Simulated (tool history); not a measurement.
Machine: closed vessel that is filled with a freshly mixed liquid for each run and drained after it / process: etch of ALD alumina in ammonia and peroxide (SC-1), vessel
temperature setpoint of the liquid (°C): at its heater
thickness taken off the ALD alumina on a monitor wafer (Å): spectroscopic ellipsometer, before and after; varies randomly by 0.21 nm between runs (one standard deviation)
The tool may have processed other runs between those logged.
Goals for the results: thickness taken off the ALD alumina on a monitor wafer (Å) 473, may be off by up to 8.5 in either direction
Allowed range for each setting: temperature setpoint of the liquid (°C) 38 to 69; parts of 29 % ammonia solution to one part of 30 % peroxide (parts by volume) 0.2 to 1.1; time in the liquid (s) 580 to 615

run,hour,temperature setpoint of the liquid (°C),parts of 29 % ammonia solution to one part of 30 % peroxide (parts by volume),time in the liquid (s),thickness taken off the ALD alumina on a monitor wafer (Å)
1,0,53,0.6,580,397.51
2,5,53,0.6,615,425.89
3,11.7,53,0.6,615,427.63
4,18.6,47.5,0.6,615,314.96
5,21.9,47.5,0.75,615,322.2
6,29.6,53.5,0.75,615,445.35
7,34.2,53.5,0.75,615,450.29
8,42.1,54,0.75,615,460.33

Pick the move, out of 4, that brings all results within their allowed miss; only one does.
A,50,53,0.75,610,?
B,50,55.5,0.85,580,?
C,50,53.5,0.75,615,?
D,50,54.5,0.7,580,?

move,thickness taken off the ALD alumina on a monitor wafer (Å)
A,427.37
B,469.93
C,442.61
D,437.48
A: lands further from the targets than the last run did
B: all results land within tolerance of their targets
C: lands further from the targets than the last run did
D: lands further from the targets than the last run did
The right move is B.

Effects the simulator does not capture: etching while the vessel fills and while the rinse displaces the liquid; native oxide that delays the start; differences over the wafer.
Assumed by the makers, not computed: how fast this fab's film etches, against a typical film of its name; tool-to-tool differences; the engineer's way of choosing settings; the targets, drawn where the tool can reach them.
